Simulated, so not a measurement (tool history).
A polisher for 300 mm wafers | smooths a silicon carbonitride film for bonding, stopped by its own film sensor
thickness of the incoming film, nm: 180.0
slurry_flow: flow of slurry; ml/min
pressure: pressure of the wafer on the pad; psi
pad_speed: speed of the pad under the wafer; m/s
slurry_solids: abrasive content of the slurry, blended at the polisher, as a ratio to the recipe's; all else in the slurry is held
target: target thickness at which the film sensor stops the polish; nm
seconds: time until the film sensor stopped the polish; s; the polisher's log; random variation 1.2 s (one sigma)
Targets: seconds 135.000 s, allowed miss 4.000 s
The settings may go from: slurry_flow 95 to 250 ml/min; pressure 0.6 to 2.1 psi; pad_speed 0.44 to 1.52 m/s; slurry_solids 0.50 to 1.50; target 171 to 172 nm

{"run": 1, "hour": 0.0, "slurry_flow": 160, "pressure": 1.3, "pad_speed": 0.98, "slurry_solids": 1.0, "target": 171, "seconds": 48.369}
{"run": 2, "hour": 6.2, "slurry_flow": 160, "pressure": 1.1, "pad_speed": 0.98, "slurry_solids": 1.0, "target": 171, "seconds": 56.233}
{"run": 3, "hour": 13.1, "slurry_flow": 160, "pressure": 0.8, "pad_speed": 0.98, "slurry_solids": 1.0, "target": 171, "seconds": 75.244}
{"run": 4, "hour": 14.0, "slurry_flow": 155, "pressure": 0.7, "pad_speed": 0.84, "slurry_solids": 1.0, "target": 171, "seconds": 91.878}
{"run": 5, "hour": 17.3, "slurry_flow": 155, "pressure": 0.7, "pad_speed": 0.84, "slurry_solids": 1.0, "target": 172, "seconds": 81.403}
{"run": 6, "hour": 24.9, "slurry_flow": 155, "pressure": 0.7, "pad_speed": 0.7, "slurry_solids": 1.0, "target": 172, "seconds": 89.469}
{"run": 7, "hour": 33.7, "slurry_flow": 150, "pressure": 0.7, "pad_speed": 0.62, "slurry_solids": 0.9, "target": 172, "seconds": 100.97}
{"run": 8, "hour": 38.2, "slurry_flow": 145, "pressure": 0.7, "pad_speed": 0.56, "slurry_solids": 0.85, "target": 172, "seconds": 108.97}
{"run": 9, "hour": 45.2, "slurry_flow": 140, "pressure": 0.7, "pad_speed": 0.52, "slurry_solids": 0.85, "target": 172, "seconds": 113.25}
{"run": 10, "hour": 50.8, "slurry_flow": 140, "pressure": 0.7, "pad_speed": 0.52, "slurry_solids": 0.85, "target": 172, "seconds": 116.05}
{"run": 11, "hour": 51.6, "slurry_flow": 130, "pressure": 0.7, "pad_speed": 0.52, "slurry_solids": 0.85, "target": 172, "seconds": 114.44}
{"run": 12, "hour": 53.7, "slurry_flow": 125, "pressure": 0.7, "pad_speed": 0.5, "slurry_solids": 0.85, "target": 172, "seconds": 116.49}
{"run": 13, "hour": 60.9, "slurry_flow": 125, "pressure": 0.7, "pad_speed": 0.5, "slurry_solids": 0.85, "target": 172, "seconds": 117.96}
{"run": 14, "hour": 63.3, "slurry_flow": 120, "pressure": 0.7, "pad_speed": 0.48, "slurry_solids": 0.85, "target": 172, "seconds": 123.08}
{"run": 15, "hour": 69.4, "slurry_flow": 115, "pressure": 0.7, "pad_speed": 0.48, "slurry_solids": 0.85, "target": 172, "seconds": 121.88}
{"run": 16, "hour": 72.6, "slurry_flow": 110, "pressure": 0.7, "pad_speed": 0.48, "slurry_solids": 0.85, "target": 172, "seconds": 124.17}
{"run": 17, "hour": 74.6, "slurry_flow": 100, "pressure": 0.6, "pad_speed": 0.48, "slurry_solids": 0.85, "target": 172, "seconds": 139.74}
{"run": 18, "hour": 80.1, "slurry_flow": 105, "pressure": 0.6, "pad_speed": 0.48, "slurry_solids": 0.85, "target": 172, "seconds": 139.29}

Which of these 4 next moves meets every target?
{"run": "A", "hour": 85.6, "slurry_flow": 95, "pressure": 0.8, "pad_speed": 0.44, "slurry_solids": 0.65, "target": 172, "seconds": "?"}
{"run": "B", "hour": 85.6, "slurry_flow": 145, "pressure": 0.8, "pad_speed": 0.44, "slurry_solids": 0.65, "target": 171, "seconds": "?"}
{"run": "C", "hour": 85.6, "slurry_flow": 165, "pressure": 0.6, "pad_speed": 0.7, "slurry_solids": 0.7, "target": 172, "seconds": "?"}
{"run": "D", "hour": 85.6, "slurry_flow": 165, "pressure": 0.7, "pad_speed": 0.56, "slurry_solids": 0.8, "target": 171, "seconds": "?"}

move=A seconds=137.140
move=B seconds=145.260
move=C seconds=124.150
move=D seconds=126.240
A: meets every target
B: further off than the last run
C: takes the result that was furthest off past its target
D: takes the result that was furthest off past its target
Move A is the one to make.
